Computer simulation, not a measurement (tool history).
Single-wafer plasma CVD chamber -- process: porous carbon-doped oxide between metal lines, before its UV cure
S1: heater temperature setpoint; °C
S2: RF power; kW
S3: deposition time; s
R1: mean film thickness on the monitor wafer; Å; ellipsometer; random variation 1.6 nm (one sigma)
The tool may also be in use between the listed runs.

run,day,S1,S2,S3,R1
1,0,285,0.6,58,3947.8
2,0.271,279,0.6,58,4069.4
3,0.517,282,0.595,58,3984.2
4,0.85,282,0.595,58,3979
5,0.879,282,0.665,58,4298.5
# day 1.217: thermocouple changed; heater temperature recalibrated
6,1.217,285,0.65,58,4194.9

Run 7, settings as shown, results not yet in. Your forecast:
7,1.338,287,0.635,58,?

{"run 7": {"R1": 4057.1}}

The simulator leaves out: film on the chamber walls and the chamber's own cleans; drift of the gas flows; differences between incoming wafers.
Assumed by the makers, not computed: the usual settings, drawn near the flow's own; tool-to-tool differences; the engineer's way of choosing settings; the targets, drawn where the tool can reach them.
